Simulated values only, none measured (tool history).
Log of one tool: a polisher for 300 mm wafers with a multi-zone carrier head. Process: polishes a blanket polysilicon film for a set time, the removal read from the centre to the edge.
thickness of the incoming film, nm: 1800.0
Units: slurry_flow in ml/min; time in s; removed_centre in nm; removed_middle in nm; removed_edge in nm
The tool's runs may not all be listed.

run,hour,slurry_flow,centre_zone,middle_zone,edge_zone,time,removed_centre,removed_middle,removed_edge
1,0,135,1,1,1,87,658.74,654.16,677.29
2,6.1,135,1.08,1,1,87,721.33,663.93,673.97
3,7.2,125,1.07,0.96,0.96,73,595.59,536.44,562.09
4,13.1,110,1.07,0.93,0.92,63,495.12,433.8,464
5,20.8,110,1.01,0.93,0.92,63,477.87,434.32,465.76
6,26.4,105,1.01,0.91,0.89,58,423.54,392.59,421.18

Forecast run 7:
7,32.2,100,1.11,0.82,0.81,45,?,?,?

{"run 7": {"removed_centre": 359.65, "removed_middle": 273.91, "removed_edge": 309.67}}
